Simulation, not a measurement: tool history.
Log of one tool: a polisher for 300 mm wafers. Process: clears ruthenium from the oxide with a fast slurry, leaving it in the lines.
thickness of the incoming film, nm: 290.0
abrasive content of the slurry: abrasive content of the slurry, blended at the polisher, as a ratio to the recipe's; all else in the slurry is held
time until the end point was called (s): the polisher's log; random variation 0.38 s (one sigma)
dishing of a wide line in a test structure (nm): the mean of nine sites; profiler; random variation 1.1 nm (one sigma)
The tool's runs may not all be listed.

| run | hour | flow of slurry (ml/min) | pressure of the wafer on the pad (kPa) | speed of the pad under the wafer (cm/s) | abrasive content of the slurry | overpolish time after the end point (s) | time until the end point was called (s) | dishing of a wide line in a test structure (nm) |
|---|---|---|---|---|---|---|---|---|
| 1 | 0 | 310 | 18.6 | 128 | 1 | 9 | 60.602 | 42.374 |
| 2 | 0.5 | 310 | 16.5 | 128 | 1 | 9 | 68.231 | 36.982 |
| 3 | 8.6 | 310 | 16.5 | 144 | 1 | 9 | 61.999 | 41.824 |
| 4 | 17 | 310 | 16.5 | 144 | 0.85 | 9 | 65.089 | 39.228 |
| 5 | 18 | 310 | 18.6 | 144 | 0.85 | 10 | 59.345 | 47.067 |
| 6 | 24.5 | 310 | 20 | 144 | 0.85 | 11 | 53.705 | 55.449 |
| 7 | 28.1 | 310 | 20.7 | 144 | 0.85 | 12 | 52.523 | 61.392 |
| 8 | 34.3 | 310 | 21.4 | 144 | 0.85 | 12 | 50.333 | 63.872 |
| 9 | 43 | 310 | 22.1 | 144 | 0.85 | 12 | 48.517 | 65.045 |

Run 10 comes next. What will it give?
| 10 | 48 | 310 | 22.8 | 144 | 0.85 | 12 | ? | ? |

time until the end point was called (s): 47.66
dishing of a wide line in a test structure (nm): 65.636
